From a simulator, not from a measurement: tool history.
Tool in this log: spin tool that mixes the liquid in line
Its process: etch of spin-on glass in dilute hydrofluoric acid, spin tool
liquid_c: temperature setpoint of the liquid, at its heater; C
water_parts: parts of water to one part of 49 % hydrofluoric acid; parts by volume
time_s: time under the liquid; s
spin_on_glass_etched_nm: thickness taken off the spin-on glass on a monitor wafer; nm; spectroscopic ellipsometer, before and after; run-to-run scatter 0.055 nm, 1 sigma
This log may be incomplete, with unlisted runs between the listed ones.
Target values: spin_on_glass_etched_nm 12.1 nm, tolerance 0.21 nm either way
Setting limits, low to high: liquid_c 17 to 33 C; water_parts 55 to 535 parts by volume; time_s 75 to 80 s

run,day,liquid_c,water_parts,time_s,spin_on_glass_etched_nm
1,0,25,295,75,15.787
2,0.338,22.5,295,75,14.419
3,0.696,22.5,295,80,15.338
4,0.896,22.5,295,75,14.409
5,0.925,20.5,295,75,13.421
6,1.283,20.5,295,75,13.392
7,1.638,19.5,295,75,12.899
8,1.708,19,295,75,12.684
9,1.871,18.5,295,75,12.47

4 candidate next runs follow, results not yet known. Just one meets every target within its allowed miss. Identify it.
A,2.033,24,370,80,?
B,2.033,19,310,80,?
C,2.033,17.5,300,75,?
D,2.033,18,305,75,?

move,spin_on_glass_etched_nm
A,11.98
B,12.659
C,11.697
D,11.673
A: in spec on every target
B: further off than the last run
C: pushes the last run's worst result past its target
D: pushes the last run's worst result past its target
A is the move that brings every result within its allowed miss.

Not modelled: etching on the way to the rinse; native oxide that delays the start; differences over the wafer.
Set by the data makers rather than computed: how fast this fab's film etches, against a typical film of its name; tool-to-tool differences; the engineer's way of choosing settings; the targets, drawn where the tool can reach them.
